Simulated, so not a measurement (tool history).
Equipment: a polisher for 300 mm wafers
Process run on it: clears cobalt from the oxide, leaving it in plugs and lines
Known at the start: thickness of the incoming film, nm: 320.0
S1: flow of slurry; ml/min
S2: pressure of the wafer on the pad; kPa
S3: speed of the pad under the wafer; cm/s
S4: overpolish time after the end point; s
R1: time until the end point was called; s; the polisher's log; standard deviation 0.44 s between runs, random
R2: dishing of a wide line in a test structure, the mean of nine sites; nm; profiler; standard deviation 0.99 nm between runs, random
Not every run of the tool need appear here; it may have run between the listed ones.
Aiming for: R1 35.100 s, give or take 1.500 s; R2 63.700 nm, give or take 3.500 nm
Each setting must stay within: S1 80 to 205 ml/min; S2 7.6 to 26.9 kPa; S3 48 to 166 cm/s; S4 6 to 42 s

run  hour   S1    S2   S3  S4      R1      R2
  1   0.0  135  17.2  106  21  51.277  57.637
  2   1.0  135  17.9  106  21  48.627  59.399
  3   7.0  135  14.5  106  21  58.545  54.120
  4   7.9  135  15.9  106  20  55.845  56.043
  5  16.9  135  18.6  106  20  46.608  59.236
  6  24.2  135  19.3  106  20  44.891  58.288
  7  26.8  135  20.0  106  20  43.379  59.378
  8  27.8  135  20.7  106  20  43.003  59.407
  9  31.2  135  20.7  106  20  42.053  59.397
 10  35.7  135  21.4  106  20  40.721  60.546
 11  44.2  140  22.8  106  20  37.976  60.904
 12  51.1  140  23.4  106  21  37.004  60.808

Which single option among these 5 for the next run brings every result within its allowed miss of target? Just one does.
  A  58.0  125  24.8   98  36   ?   ?
  B  58.0  105  20.7  124  20   ?   ?
  C  58.0  130  24.1  112  24   ?   ?
  D  58.0  165  25.5   92  15   ?   ?
  E  58.0  160  22.8   98  29   ?   ?

move      R1      R2
   A  38.169  65.009
   B  38.035  60.225
   C  34.269  63.302
   D  37.396  55.830
   E  39.606  63.732
A: lands further from the targets than the last run did
B: lands further from the targets than the last run did
C: hits every target within its allowed miss
D: lands further from the targets than the last run did
E: lands further from the targets than the last run did
The right move is C.
